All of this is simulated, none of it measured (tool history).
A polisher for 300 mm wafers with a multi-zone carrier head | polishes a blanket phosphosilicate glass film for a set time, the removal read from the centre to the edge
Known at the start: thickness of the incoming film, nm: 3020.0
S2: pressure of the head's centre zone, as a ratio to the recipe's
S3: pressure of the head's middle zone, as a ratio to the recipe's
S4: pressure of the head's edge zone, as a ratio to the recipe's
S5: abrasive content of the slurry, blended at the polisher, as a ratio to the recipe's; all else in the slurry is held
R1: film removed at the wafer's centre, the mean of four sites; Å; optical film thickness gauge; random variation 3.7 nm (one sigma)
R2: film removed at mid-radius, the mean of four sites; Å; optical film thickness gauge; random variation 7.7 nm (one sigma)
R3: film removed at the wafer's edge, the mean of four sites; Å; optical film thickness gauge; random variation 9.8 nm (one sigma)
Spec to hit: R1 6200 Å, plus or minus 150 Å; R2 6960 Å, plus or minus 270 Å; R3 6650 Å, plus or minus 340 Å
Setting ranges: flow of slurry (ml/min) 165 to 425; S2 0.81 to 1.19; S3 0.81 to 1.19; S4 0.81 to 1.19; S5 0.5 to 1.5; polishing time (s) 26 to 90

{"run": 1, "hour": 0.0, "flow of slurry (ml/min)": 275, "S2": 1, "S3": 1, "S4": 1, "S5": 1, "polishing time (s)": 58, "R1": 4480.1, "R2": 4382.6, "R3": 4452.2}
{"run": 2, "hour": 7.7, "flow of slurry (ml/min)": 275, "S2": 1, "S3": 1.02, "S4": 1.02, "S5": 1.1, "polishing time (s)": 59, "R1": 4794.1, "R2": 4706.2, "R3": 4717.6}
{"run": 3, "hour": 16.5, "flow of slurry (ml/min)": 275, "S2": 0.99, "S3": 1.04, "S4": 1.04, "S5": 1.15, "polishing time (s)": 60, "R1": 4960.3, "R2": 4992.7, "R3": 4998.7}
{"run": 4, "hour": 17.2, "flow of slurry (ml/min)": 275, "S2": 0.99, "S3": 1.04, "S4": 0.98, "S5": 1.15, "polishing time (s)": 60, "R1": 4921.5, "R2": 4820.2, "R3": 4782.6}
{"run": 5, "hour": 23.7, "flow of slurry (ml/min)": 315, "S2": 0.99, "S3": 1.04, "S4": 0.98, "S5": 1.15, "polishing time (s)": 60, "R1": 4935.8, "R2": 5025.4, "R3": 4865.8}
{"run": 6, "hour": 27.0, "flow of slurry (ml/min)": 325, "S2": 0.99, "S3": 1.05, "S4": 1.01, "S5": 1.2, "polishing time (s)": 60, "R1": 5029, "R2": 5104.8, "R3": 4997}
{"run": 7, "hour": 33.2, "flow of slurry (ml/min)": 330, "S2": 0.99, "S3": 1.07, "S4": 1.03, "S5": 1.25, "polishing time (s)": 61, "R1": 5228.1, "R2": 5353.9, "R3": 5281.1}
{"run": 8, "hour": 35.4, "flow of slurry (ml/min)": 335, "S2": 0.99, "S3": 1.09, "S4": 1.04, "S5": 1.3, "polishing time (s)": 62, "R1": 5478.8, "R2": 5702.8, "R3": 5427.7}
{"run": 9, "hour": 39.6, "flow of slurry (ml/min)": 340, "S2": 0.98, "S3": 1.1, "S4": 1.06, "S5": 1.35, "polishing time (s)": 63, "R1": 5568, "R2": 5964.4, "R3": 5709}
{"run": 10, "hour": 42.3, "flow of slurry (ml/min)": 340, "S2": 0.98, "S3": 1.11, "S4": 1.07, "S5": 1.35, "polishing time (s)": 63, "R1": 5575.8, "R2": 6022.2, "R3": 5725}
{"run": 11, "hour": 47.2, "flow of slurry (ml/min)": 340, "S2": 0.98, "S3": 1.12, "S4": 1.08, "S5": 1.35, "polishing time (s)": 63, "R1": 5567, "R2": 5904.2, "R3": 5615}
{"run": 12, "hour": 54.8, "flow of slurry (ml/min)": 340, "S2": 0.97, "S3": 1.12, "S4": 1.08, "S5": 1.35, "polishing time (s)": 64, "R1": 5553.5, "R2": 5978.2, "R3": 5668.8}
{"run": 13, "hour": 57.5, "flow of slurry (ml/min)": 350, "S2": 0.97, "S3": 1.12, "S4": 1.09, "S5": 1.35, "polishing time (s)": 65, "R1": 5683.8, "R2": 6279.5, "R3": 6038.2}
{"run": 14, "hour": 61.3, "flow of slurry (ml/min)": 410, "S2": 1.03, "S3": 1.17, "S4": 1.15, "S5": 1.4, "polishing time (s)": 65, "R1": 6261.5, "R2": 6621.6, "R3": 6225.1}
{"run": 15, "hour": 68.3, "flow of slurry (ml/min)": 410, "S2": 1.02, "S3": 1.17, "S4": 1.15, "S5": 1.4, "polishing time (s)": 65, "R1": 6095.6, "R2": 6765.3, "R3": 6217}
{"run": 16, "hour": 76.8, "flow of slurry (ml/min)": 410, "S2": 1.02, "S3": 1.17, "S4": 1.16, "S5": 1.4, "polishing time (s)": 65, "R1": 6134.5, "R2": 6541.5, "R3": 6266.4}
{"run": 17, "hour": 83.7, "flow of slurry (ml/min)": 410, "S2": 1.01, "S3": 1.17, "S4": 1.16, "S5": 1.4, "polishing time (s)": 65, "R1": 6063.2, "R2": 6620, "R3": 6408.2}
{"run": 18, "hour": 88.7, "flow of slurry (ml/min)": 415, "S2": 1, "S3": 1.18, "S4": 1.16, "S5": 1.45, "polishing time (s)": 65, "R1": 6078.1, "R2": 6648.6, "R3": 6306.5}

Exercise: of the 5 proposed moves below, exactly one satisfies all targets within the stated allowed misses. Which move is it?
{"run": "A", "hour": 93.7, "flow of slurry (ml/min)": 415, "S2": 0.97, "S3": 1.07, "S4": 1.19, "S5": 1.5, "polishing time (s)": 67, "R1": "?", "R2": "?", "R3": "?"}
{"run": "B", "hour": 93.7, "flow of slurry (ml/min)": 350, "S2": 0.98, "S3": 1.17, "S4": 1.18, "S5": 1.4, "polishing time (s)": 69, "R1": "?", "R2": "?", "R3": "?"}
{"run": "C", "hour": 93.7, "flow of slurry (ml/min)": 425, "S2": 1.01, "S3": 1.14, "S4": 1.09, "S5": 1.4, "polishing time (s)": 66, "R1": "?", "R2": "?", "R3": "?"}
{"run": "D", "hour": 93.7, "flow of slurry (ml/min)": 425, "S2": 1.09, "S3": 1.19, "S4": 1.19, "S5": 0.95, "polishing time (s)": 72, "R1": "?", "R2": "?", "R3": "?"}
{"run": "E", "hour": 93.7, "flow of slurry (ml/min)": 375, "S2": 1.03, "S3": 1.1, "S4": 1.19, "S5": 1.45, "polishing time (s)": 64, "R1": "?", "R2": "?", "R3": "?"}

move=A R1=6239.3 R2=6339.3 R3=6525.5
move=B R1=6251 R2=6790.5 R3=6454.7
move=C R1=6254.6 R2=6437.1 R3=5991.9
move=D R1=6247.7 R2=6173.9 R3=5792.7
move=E R1=6207.6 R2=6080.1 R3=6121.8
A: further off than the last run
B: each result inside its tolerance
C: further off than the last run
D: further off than the last run
E: further off than the last run
Go with B: it meets all targets.
